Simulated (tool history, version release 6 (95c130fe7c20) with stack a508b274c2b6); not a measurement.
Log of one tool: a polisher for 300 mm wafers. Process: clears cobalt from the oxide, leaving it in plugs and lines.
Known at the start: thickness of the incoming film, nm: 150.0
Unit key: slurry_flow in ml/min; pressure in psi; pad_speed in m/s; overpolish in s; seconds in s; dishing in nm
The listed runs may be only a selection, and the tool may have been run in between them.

{"run": 1, "hour": 0.0, "slurry_flow": 155, "pressure": 1.3, "pad_speed": 1.04, "overpolish": 12, "seconds": 44.061, "dishing": 34.002}
{"run": 2, "hour": 1.3, "slurry_flow": 155, "pressure": 1.2, "pad_speed": 1.04, "overpolish": 12, "seconds": 48.311, "dishing": 31.754}
{"run": 3, "hour": 7.7, "slurry_flow": 155, "pressure": 1.2, "pad_speed": 1.04, "overpolish": 10, "seconds": 47.218, "dishing": 27.24}
{"run": 4, "hour": 13.1, "slurry_flow": 155, "pressure": 1.2, "pad_speed": 1.22, "overpolish": 10, "seconds": 41.009, "dishing": 30.355}
{"run": 5, "hour": 18.3, "slurry_flow": 155, "pressure": 1.2, "pad_speed": 1.06, "overpolish": 10, "seconds": 47.017, "dishing": 27.808}
{"run": 6, "hour": 25.6, "slurry_flow": 155, "pressure": 1.2, "pad_speed": 1.3, "overpolish": 10, "seconds": 38.843, "dishing": 31.891}
{"run": 7, "hour": 27.9, "slurry_flow": 150, "pressure": 1.1, "pad_speed": 1.3, "overpolish": 10, "seconds": 43.137, "dishing": 29.258}
{"run": 8, "hour": 32.7, "slurry_flow": 145, "pressure": 1, "pad_speed": 1.3, "overpolish": 10, "seconds": 47.301, "dishing": 27.468}
{"run": 9, "hour": 34.8, "slurry_flow": 140, "pressure": 0.9, "pad_speed": 1.3, "overpolish": 10, "seconds": 53.507, "dishing": 25.603}

What will run 10 give?
{"run": 10, "hour": 38.3, "slurry_flow": 135, "pressure": 0.9, "pad_speed": 1.3, "overpolish": 10, "seconds": "?", "dishing": "?"}

For run 10 the tool returned seconds 51.796 s, dishing 25.202 nm.
